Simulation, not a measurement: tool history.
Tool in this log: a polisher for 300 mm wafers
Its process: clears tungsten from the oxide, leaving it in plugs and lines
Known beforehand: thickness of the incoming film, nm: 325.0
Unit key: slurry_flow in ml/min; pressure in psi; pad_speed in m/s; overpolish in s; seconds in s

run	hour	slurry_flow	pressure	pad_speed	slurry_solids	overpolish	seconds
1	0.0	235	3.9	0.82	1.0	20	73.097
2	3.5	235	4.9	0.82	1.0	20	58.292
3	5.3	235	4.9	0.82	1.0	20	57.352
4	13.0	235	4.2	0.82	1.0	20	67.519
5	20.6	235	3.6	0.82	1.0	20	78.015
6	26.5	195	3.6	0.82	1.0	20	80.209
7	28.7	195	3.2	0.82	1.0	20	90.198
8	37.4	190	2.9	0.82	1.0	20	98.412

Run 9 comes next. What will it give?
9	38.5	185	2.7	0.82	1.0	20	?

{"run 9": {"seconds": 106.92}}

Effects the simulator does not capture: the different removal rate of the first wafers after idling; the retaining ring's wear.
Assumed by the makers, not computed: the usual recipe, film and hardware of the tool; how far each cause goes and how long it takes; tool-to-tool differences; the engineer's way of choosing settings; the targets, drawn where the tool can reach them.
